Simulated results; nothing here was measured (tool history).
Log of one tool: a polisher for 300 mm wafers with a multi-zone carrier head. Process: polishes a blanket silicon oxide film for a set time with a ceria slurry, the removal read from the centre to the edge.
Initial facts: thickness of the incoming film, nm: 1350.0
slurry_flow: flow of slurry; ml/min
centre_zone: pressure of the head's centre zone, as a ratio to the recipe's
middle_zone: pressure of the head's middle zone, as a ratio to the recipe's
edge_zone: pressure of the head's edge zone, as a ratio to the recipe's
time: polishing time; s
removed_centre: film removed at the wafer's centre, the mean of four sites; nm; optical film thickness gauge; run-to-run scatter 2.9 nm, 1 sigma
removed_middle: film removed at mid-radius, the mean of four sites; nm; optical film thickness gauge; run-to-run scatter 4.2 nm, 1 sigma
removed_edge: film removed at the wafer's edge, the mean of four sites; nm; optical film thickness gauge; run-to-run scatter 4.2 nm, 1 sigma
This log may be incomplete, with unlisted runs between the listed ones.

{"run": 1, "hour": 0.0, "slurry_flow": 210, "centre_zone": 1.0, "middle_zone": 1.0, "edge_zone": 1.0, "time": 42, "removed_centre": 293.61, "removed_middle": 293.45, "removed_edge": 290.84}
{"run": 2, "hour": 2.1, "slurry_flow": 210, "centre_zone": 1.0, "middle_zone": 0.92, "edge_zone": 1.0, "time": 42, "removed_centre": 288.17, "removed_middle": 278.18, "removed_edge": 292.8}
{"run": 3, "hour": 9.4, "slurry_flow": 220, "centre_zone": 1.01, "middle_zone": 0.97, "edge_zone": 1.01, "time": 44, "removed_centre": 303.02, "removed_middle": 304.75, "removed_edge": 312.07}
{"run": 4, "hour": 15.2, "slurry_flow": 230, "centre_zone": 1.04, "middle_zone": 1.01, "edge_zone": 1.0, "time": 45, "removed_centre": 324.4, "removed_middle": 323.95, "removed_edge": 318.24}
{"run": 5, "hour": 17.8, "slurry_flow": 230, "centre_zone": 1.04, "middle_zone": 0.96, "edge_zone": 1.0, "time": 45, "removed_centre": 325.06, "removed_middle": 312.59, "removed_edge": 325.17}
{"run": 6, "hour": 22.8, "slurry_flow": 240, "centre_zone": 1.06, "middle_zone": 1.0, "edge_zone": 1.0, "time": 46, "removed_centre": 341.11, "removed_middle": 330.19, "removed_edge": 327.75}
{"run": 7, "hour": 25.6, "slurry_flow": 250, "centre_zone": 1.07, "middle_zone": 1.03, "edge_zone": 1.01, "time": 47, "removed_centre": 352.29, "removed_middle": 349.16, "removed_edge": 333.59}
{"run": 8, "hour": 29.0, "slurry_flow": 255, "centre_zone": 1.08, "middle_zone": 1.05, "edge_zone": 1.02, "time": 48, "removed_centre": 367.26, "removed_middle": 356.49, "removed_edge": 350.09}
{"run": 9, "hour": 37.9, "slurry_flow": 260, "centre_zone": 1.08, "middle_zone": 1.07, "edge_zone": 1.01, "time": 49, "removed_centre": 373.36, "removed_middle": 372.68, "removed_edge": 346.72}
{"run": 10, "hour": 43.2, "slurry_flow": 265, "centre_zone": 1.09, "middle_zone": 1.09, "edge_zone": 1.02, "time": 50, "removed_centre": 385.41, "removed_middle": 384.36, "removed_edge": 359.49}
{"run": 11, "hour": 46.5, "slurry_flow": 270, "centre_zone": 1.09, "middle_zone": 1.11, "edge_zone": 1.02, "time": 50, "removed_centre": 389.46, "removed_middle": 393.73, "removed_edge": 359.28}
{"run": 12, "hour": 52.8, "slurry_flow": 275, "centre_zone": 1.09, "middle_zone": 1.12, "edge_zone": 1.02, "time": 50, "removed_centre": 388.85, "removed_middle": 398.05, "removed_edge": 359.69}
{"run": 13, "hour": 61.2, "slurry_flow": 280, "centre_zone": 1.1, "middle_zone": 1.13, "edge_zone": 1.02, "time": 50, "removed_centre": 387.09, "removed_middle": 401.92, "removed_edge": 366.15}
{"run": 14, "hour": 62.3, "slurry_flow": 285, "centre_zone": 1.11, "middle_zone": 1.14, "edge_zone": 1.02, "time": 50, "removed_centre": 397.87, "removed_middle": 414.69, "removed_edge": 360.33}

Run 15 is up next; what results do you expect?
{"run": 15, "hour": 65.1, "slurry_flow": 290, "centre_zone": 1.11, "middle_zone": 1.14, "edge_zone": 1.03, "time": 50, "removed_centre": "?", "removed_middle": "?", "removed_edge": "?"}

Run 15 gave removed_centre 397.18 nm, removed_middle 413.29 nm, removed_edge 364.56 nm.

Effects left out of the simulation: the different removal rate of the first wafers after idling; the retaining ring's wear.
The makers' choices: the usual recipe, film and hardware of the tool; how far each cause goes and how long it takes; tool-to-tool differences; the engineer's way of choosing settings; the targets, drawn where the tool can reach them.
